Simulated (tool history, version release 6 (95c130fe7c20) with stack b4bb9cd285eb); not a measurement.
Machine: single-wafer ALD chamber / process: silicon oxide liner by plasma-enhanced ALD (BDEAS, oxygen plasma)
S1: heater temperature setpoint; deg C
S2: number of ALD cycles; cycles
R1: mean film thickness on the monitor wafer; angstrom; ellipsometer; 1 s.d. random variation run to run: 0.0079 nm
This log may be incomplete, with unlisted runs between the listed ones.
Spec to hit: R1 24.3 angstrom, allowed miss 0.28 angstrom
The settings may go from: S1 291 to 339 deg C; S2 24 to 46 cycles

run 1 hour=0 | S1=315 S2=35 | R1=31.286
run 2 hour=8.6 | S1=325 S2=35 | R1=30.815
run 3 hour=9.4 | S1=327 S2=33 | R1=28.893
run 4 hour=16.5 | S1=328 S2=31 | R1=27.104
run 5 hour=21.9 | S1=329 S2=30 | R1=26.159
run 6 hour=28.1 | S1=330 S2=29 | R1=25.276
run 7 hour=31.2 | S1=331 S2=29 | R1=25.081
run 8 hour=36.9 | S1=332 S2=29 | R1=25.432

Which one of the following 4 next-run settings gets every result inside its allowed miss? There is exactly one.
run A hour=42.6 | S1=333 S2=31 | R1=?
run B hour=42.6 | S1=312 S2=27 | R1=?
run C hour=42.6 | S1=337 S2=29 | R1=?
run D hour=42.6 | S1=328 S2=31 | R1=?

move=A R1=26.974
move=B R1=24.32
move=C R1=25.064
move=D R1=27.2
A: moves away from the targets compared with the last run
B: every result within its allowed miss
C: an improvement on the last run, though not all results are within tolerance
D: moves away from the targets compared with the last run
B meets every target.

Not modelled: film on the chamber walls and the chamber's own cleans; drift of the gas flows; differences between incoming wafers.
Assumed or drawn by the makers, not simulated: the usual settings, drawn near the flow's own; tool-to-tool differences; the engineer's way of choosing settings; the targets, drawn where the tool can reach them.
